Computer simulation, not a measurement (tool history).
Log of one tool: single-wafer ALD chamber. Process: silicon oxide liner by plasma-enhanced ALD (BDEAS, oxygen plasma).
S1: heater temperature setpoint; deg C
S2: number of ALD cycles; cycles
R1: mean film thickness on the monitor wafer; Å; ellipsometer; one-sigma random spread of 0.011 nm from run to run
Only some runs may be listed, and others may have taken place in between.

{"run": 1, "hour": 0.0, "S1": 315, "S2": 24, "R1": 23.852}
{"run": 2, "hour": 4.8, "S1": 315, "S2": 27, "R1": 26.877}
{"run": 3, "hour": 7.2, "S1": 316, "S2": 25, "R1": 24.635}
{"run": 4, "hour": 11.4, "S1": 317, "S2": 24, "R1": 23.95}
{"run": 5, "hour": 15.2, "S1": 317, "S2": 27, "R1": 26.919}
{"run": 6, "hour": 20.0, "S1": 317, "S2": 29, "R1": 28.73}
{"run": 7, "hour": 27.1, "S1": 318, "S2": 26, "R1": 25.588}

The next listed run, before its measurement:
{"run": 8, "hour": 34.3, "S1": 320, "S2": 24, "R1": "?"}

R1: 23.783 Å
